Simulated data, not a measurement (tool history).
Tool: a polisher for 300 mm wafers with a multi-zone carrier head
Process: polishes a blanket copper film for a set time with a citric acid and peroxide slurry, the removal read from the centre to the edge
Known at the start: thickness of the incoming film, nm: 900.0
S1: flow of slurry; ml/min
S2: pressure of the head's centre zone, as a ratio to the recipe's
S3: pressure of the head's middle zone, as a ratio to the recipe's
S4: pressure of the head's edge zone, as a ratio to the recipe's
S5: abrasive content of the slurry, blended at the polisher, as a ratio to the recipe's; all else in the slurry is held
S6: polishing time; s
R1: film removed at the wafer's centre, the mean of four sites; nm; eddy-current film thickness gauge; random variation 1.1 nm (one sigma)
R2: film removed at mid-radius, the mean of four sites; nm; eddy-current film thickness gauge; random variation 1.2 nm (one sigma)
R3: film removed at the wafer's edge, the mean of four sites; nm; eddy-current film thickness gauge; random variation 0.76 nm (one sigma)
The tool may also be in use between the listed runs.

{"run": 1, "hour": 0.0, "S1": 315, "S2": 1.0, "S3": 1.0, "S4": 1.0, "S5": 1.0, "S6": 39, "R1": 66.897, "R2": 66.41, "R3": 65.823}
{"run": 2, "hour": 8.8, "S1": 315, "S2": 1.0, "S3": 1.0, "S4": 1.0, "S5": 1.0, "S6": 43, "R1": 74.522, "R2": 73.628, "R3": 73.096}
{"run": 3, "hour": 10.4, "S1": 315, "S2": 0.92, "S3": 1.0, "S4": 1.0, "S5": 1.0, "S6": 43, "R1": 66.859, "R2": 73.984, "R3": 72.461}
{"run": 4, "hour": 19.0, "S1": 315, "S2": 0.88, "S3": 1.0, "S4": 1.0, "S5": 1.0, "S6": 43, "R1": 64.132, "R2": 75.765, "R3": 73.014}
{"run": 5, "hour": 20.8, "S1": 315, "S2": 0.88, "S3": 1.04, "S4": 1.0, "S5": 1.0, "S6": 43, "R1": 64.481, "R2": 75.25, "R3": 72.979}
{"run": 6, "hour": 21.6, "S1": 315, "S2": 0.88, "S3": 1.04, "S4": 1.0, "S5": 1.0, "S6": 34, "R1": 51.12, "R2": 60.806, "R3": 57.117}

The next listed run, before its measurement:
{"run": 7, "hour": 24.4, "S1": 320, "S2": 0.96, "S3": 1.0, "S4": 1.05, "S5": 1.15, "S6": 38, "R1": "?", "R2": "?", "R3": "?"}

R1: 62.915 nm
R2: 67.080 nm
R3: 67.027 nm

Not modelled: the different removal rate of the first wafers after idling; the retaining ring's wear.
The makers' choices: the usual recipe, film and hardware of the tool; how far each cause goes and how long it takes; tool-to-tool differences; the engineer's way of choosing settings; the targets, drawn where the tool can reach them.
